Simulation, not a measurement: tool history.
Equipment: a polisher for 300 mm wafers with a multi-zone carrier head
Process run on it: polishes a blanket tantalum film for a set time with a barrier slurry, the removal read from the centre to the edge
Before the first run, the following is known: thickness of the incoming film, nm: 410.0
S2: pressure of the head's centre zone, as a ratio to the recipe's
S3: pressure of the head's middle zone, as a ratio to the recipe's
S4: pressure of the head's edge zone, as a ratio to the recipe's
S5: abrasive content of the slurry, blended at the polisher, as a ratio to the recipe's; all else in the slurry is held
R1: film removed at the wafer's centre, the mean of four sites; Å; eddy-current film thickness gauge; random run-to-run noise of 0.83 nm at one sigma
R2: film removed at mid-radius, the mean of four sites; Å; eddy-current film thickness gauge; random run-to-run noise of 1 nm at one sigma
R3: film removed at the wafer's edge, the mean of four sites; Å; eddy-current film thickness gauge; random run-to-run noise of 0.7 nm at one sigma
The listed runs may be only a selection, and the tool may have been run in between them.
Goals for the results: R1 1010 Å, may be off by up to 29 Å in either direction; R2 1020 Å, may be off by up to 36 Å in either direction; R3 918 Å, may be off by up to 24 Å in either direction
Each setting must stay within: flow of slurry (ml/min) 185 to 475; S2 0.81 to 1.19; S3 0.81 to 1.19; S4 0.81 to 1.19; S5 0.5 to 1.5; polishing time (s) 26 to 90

{"run": 1, "hour": 0.0, "flow of slurry (ml/min)": 305, "S2": 1, "S3": 1, "S4": 1, "S5": 1, "polishing time (s)": 58, "R1": 1277, "R2": 1238.9, "R3": 1217.2}
{"run": 2, "hour": 7.7, "flow of slurry (ml/min)": 305, "S2": 1, "S3": 1, "S4": 1.03, "S5": 1, "polishing time (s)": 58, "R1": 1270.1, "R2": 1238.6, "R3": 1248.1}
{"run": 3, "hour": 13.1, "flow of slurry (ml/min)": 305, "S2": 0.99, "S3": 1, "S4": 0.99, "S5": 0.9, "polishing time (s)": 58, "R1": 1213.1, "R2": 1205.3, "R3": 1186.9}
{"run": 4, "hour": 16.7, "flow of slurry (ml/min)": 305, "S2": 1, "S3": 1, "S4": 0.95, "S5": 0.8, "polishing time (s)": 57, "R1": 1173.7, "R2": 1150.5, "R3": 1109.8}
{"run": 5, "hour": 21.2, "flow of slurry (ml/min)": 305, "S2": 1, "S3": 1.04, "S4": 0.95, "S5": 0.8, "polishing time (s)": 57, "R1": 1162.7, "R2": 1187.8, "R3": 1103.7}
{"run": 6, "hour": 23.9, "flow of slurry (ml/min)": 300, "S2": 1, "S3": 1.03, "S4": 0.92, "S5": 0.75, "polishing time (s)": 57, "R1": 1147.3, "R2": 1164, "R3": 1079}
{"run": 7, "hour": 25.7, "flow of slurry (ml/min)": 300, "S2": 1, "S3": 1.03, "S4": 0.9, "S5": 0.7, "polishing time (s)": 56, "R1": 1113.5, "R2": 1124.3, "R3": 1009.6}
{"run": 8, "hour": 31.8, "flow of slurry (ml/min)": 260, "S2": 0.92, "S3": 0.95, "S4": 0.81, "S5": 0.65, "polishing time (s)": 56, "R1": 967.65, "R2": 997.61, "R3": 926.93}

Below are 4 possible settings for the next run. Only one of them brings all results inside the allowed miss of their targets. Which is it?
{"run": "A", "hour": 37.9, "flow of slurry (ml/min)": 310, "S2": 0.92, "S3": 1.02, "S4": 0.81, "S5": 0.75, "polishing time (s)": 55, "R1": "?", "R2": "?", "R3": "?"}
{"run": "B", "hour": 37.9, "flow of slurry (ml/min)": 260, "S2": 1, "S3": 0.84, "S4": 0.81, "S5": 0.75, "polishing time (s)": 55, "R1": "?", "R2": "?", "R3": "?"}
{"run": "C", "hour": 37.9, "flow of slurry (ml/min)": 195, "S2": 0.98, "S3": 0.99, "S4": 0.81, "S5": 0.55, "polishing time (s)": 59, "R1": "?", "R2": "?", "R3": "?"}
{"run": "D", "hour": 37.9, "flow of slurry (ml/min)": 290, "S2": 1.05, "S3": 0.99, "S4": 0.81, "S5": 0.65, "polishing time (s)": 54, "R1": "?", "R2": "?", "R3": "?"}

move=A R1=1020.6 R2=1114.4 R3=970.37
move=B R1=1090.8 R2=933.7 R3=961.94
move=C R1=1009.3 R2=1012.9 R3=914.66
move=D R1=1089.1 R2=1015.1 R3=908.59
A: meets the target for the result that was furthest off, but another lies outside its allowed miss
B: takes the result that was furthest off past its target
C: all results in spec
D: takes the result that was furthest off past its target
So the answer is move C, the one that meets all the targets.
